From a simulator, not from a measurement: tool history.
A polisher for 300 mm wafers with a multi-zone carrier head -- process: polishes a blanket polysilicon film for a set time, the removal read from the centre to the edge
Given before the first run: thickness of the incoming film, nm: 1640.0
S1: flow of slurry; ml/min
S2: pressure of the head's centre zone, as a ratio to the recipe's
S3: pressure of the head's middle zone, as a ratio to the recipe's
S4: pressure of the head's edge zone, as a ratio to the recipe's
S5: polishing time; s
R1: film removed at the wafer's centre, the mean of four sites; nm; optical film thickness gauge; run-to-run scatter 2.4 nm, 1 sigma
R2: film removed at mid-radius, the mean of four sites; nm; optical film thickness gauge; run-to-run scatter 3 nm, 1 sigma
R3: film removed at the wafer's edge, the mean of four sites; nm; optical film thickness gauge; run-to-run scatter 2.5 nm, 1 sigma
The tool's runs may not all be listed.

run 1 day=0.000 | S1=240 S2=1.00 S3=1.00 S4=1.00 S5=50 | R1=434.02 R2=446.14 R3=424.06
run 2 day=0.071 | S1=285 S2=1.00 S3=1.00 S4=1.00 S5=50 | R1=450.32 R2=445.04 R3=428.93
run 3 day=0.212 | S1=275 S2=0.95 S3=0.96 S4=0.97 S5=43 | R1=362.87 R2=369.77 R3=373.73
run 4 day=0.425 | S1=275 S2=0.95 S3=1.00 S4=0.97 S5=43 | R1=365.85 R2=380.64 R3=367.08
run 5 day=0.479 | S1=270 S2=0.92 S3=0.98 S4=0.95 S5=38 | R1=310.88 R2=325.98 R3=318.87
run 6 day=0.583 | S1=290 S2=0.92 S3=0.98 S4=0.95 S5=38 | R1=311.52 R2=327.46 R3=322.49

Expected results for the next run?
run 7 day=0.692 | S1=290 S2=0.89 S3=0.96 S4=0.92 S5=36 | R1=? R2=? R3=?

Run 7 yielded R1 283.24 nm, R2 306.21 nm, R3 299.62 nm.
